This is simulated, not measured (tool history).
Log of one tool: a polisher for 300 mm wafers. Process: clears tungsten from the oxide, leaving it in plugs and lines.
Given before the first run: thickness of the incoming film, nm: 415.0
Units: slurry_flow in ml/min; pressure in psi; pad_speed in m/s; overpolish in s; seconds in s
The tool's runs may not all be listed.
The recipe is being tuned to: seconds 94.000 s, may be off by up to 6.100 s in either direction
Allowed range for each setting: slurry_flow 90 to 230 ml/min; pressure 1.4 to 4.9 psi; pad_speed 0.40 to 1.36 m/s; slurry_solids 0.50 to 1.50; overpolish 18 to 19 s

run    day  slurry_flow  pressure  pad_speed  slurry_solids  overpolish  seconds
  1  0.000          150       3.1       0.88           1.00          18  144.760
  2  0.354          150       3.1       0.88           1.00          19  144.680
  3  0.412          150       3.1       0.70           1.00          19  166.620
  4  0.496          150       3.1       0.70           0.85          19  172.340
  5  0.538          150       3.4       0.72           0.85          19  157.770
  6  0.738          150       3.7       0.74           0.85          19  147.100
  7  0.825          150       3.9       0.78           0.85          19  131.790
  8  1.179          150       4.1       0.80           0.85          19  125.790
  9  1.542          150       4.2       0.82           0.85          19  117.430
 10  1.667          150       4.9       0.84           0.85          19  103.830

Consider the 5 candidate settings below. Which is the only one whose results all fall within their allowed miss of target?
  A  1.792          170       4.9       0.96           1.00          19        ?
  B  1.792          165       4.9       0.98           0.95          18        ?
  C  1.792          150       4.7       1.36           0.50          19        ?
  D  1.792          150       4.6       0.94           1.10          19        ?
  E  1.792          155       4.9       0.80           0.75          19        ?

move  seconds
   A   82.406
   B   82.446
   C   76.767
   D   88.773
   E  103.210
A: moves the result that the last run missed by most past its target, out the other side
B: moves the result that the last run missed by most past its target, out the other side
C: moves the result that the last run missed by most past its target, out the other side
D: all results land within tolerance of their targets
E: gains on the last run, yet a result remains outside its allowed miss
D meets every target.
